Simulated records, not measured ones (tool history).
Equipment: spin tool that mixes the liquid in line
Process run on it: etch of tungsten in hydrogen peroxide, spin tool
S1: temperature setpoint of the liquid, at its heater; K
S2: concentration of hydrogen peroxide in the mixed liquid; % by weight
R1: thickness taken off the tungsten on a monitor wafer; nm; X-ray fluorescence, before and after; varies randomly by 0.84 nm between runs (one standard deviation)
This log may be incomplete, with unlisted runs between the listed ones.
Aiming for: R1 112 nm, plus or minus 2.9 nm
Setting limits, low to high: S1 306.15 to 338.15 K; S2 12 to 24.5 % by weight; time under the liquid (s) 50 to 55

{"run": 1, "hour": 0.0, "S1": 322.15, "S2": 16.5, "time under the liquid (s)": 50, "R1": 65.101}
{"run": 2, "hour": 8.7, "S1": 325.15, "S2": 16.5, "time under the liquid (s)": 50, "R1": 77.922}
{"run": 3, "hour": 15.8, "S1": 325.15, "S2": 19.5, "time under the liquid (s)": 50, "R1": 84.771}
{"run": 4, "hour": 22.3, "S1": 326.65, "S2": 19.5, "time under the liquid (s)": 50, "R1": 93.071}
{"run": 5, "hour": 26.4, "S1": 327.65, "S2": 19.5, "time under the liquid (s)": 50, "R1": 98.583}
{"run": 6, "hour": 32.4, "S1": 327.65, "S2": 17.5, "time under the liquid (s)": 50, "R1": 92.054}
{"run": 7, "hour": 34.9, "S1": 327.65, "S2": 17.5, "time under the liquid (s)": 50, "R1": 92.886}
{"run": 8, "hour": 37.9, "S1": 328.65, "S2": 17.5, "time under the liquid (s)": 50, "R1": 98.351}
{"run": 9, "hour": 46.0, "S1": 328.65, "S2": 17.5, "time under the liquid (s)": 50, "R1": 97.794}
{"run": 10, "hour": 49.2, "S1": 329.65, "S2": 17.5, "time under the liquid (s)": 50, "R1": 103.41}

Exactly one of the 5 candidate moves below puts every result within its allowed miss. Which one?
{"run": "A", "hour": 52.4, "S1": 330.65, "S2": 16.5, "time under the liquid (s)": 50, "R1": "?"}
{"run": "B", "hour": 52.4, "S1": 330.15, "S2": 19, "time under the liquid (s)": 50, "R1": "?"}
{"run": "C", "hour": 52.4, "S1": 332.15, "S2": 13.5, "time under the liquid (s)": 50, "R1": "?"}
{"run": "D", "hour": 52.4, "S1": 329.65, "S2": 18, "time under the liquid (s)": 50, "R1": "?"}
{"run": "E", "hour": 52.4, "S1": 330.65, "S2": 16, "time under the liquid (s)": 50, "R1": "?"}

move=A R1=108.42
move=B R1=112.99
move=C R1=107
move=D R1=106.8
move=E R1=106.77
A: gains on the last run, yet a result remains outside its allowed miss
B: hits every target within its allowed miss
C: gains on the last run, yet a result remains outside its allowed miss
D: gains on the last run, yet a result remains outside its allowed miss
E: gains on the last run, yet a result remains outside its allowed miss
Go with B: it meets all targets.

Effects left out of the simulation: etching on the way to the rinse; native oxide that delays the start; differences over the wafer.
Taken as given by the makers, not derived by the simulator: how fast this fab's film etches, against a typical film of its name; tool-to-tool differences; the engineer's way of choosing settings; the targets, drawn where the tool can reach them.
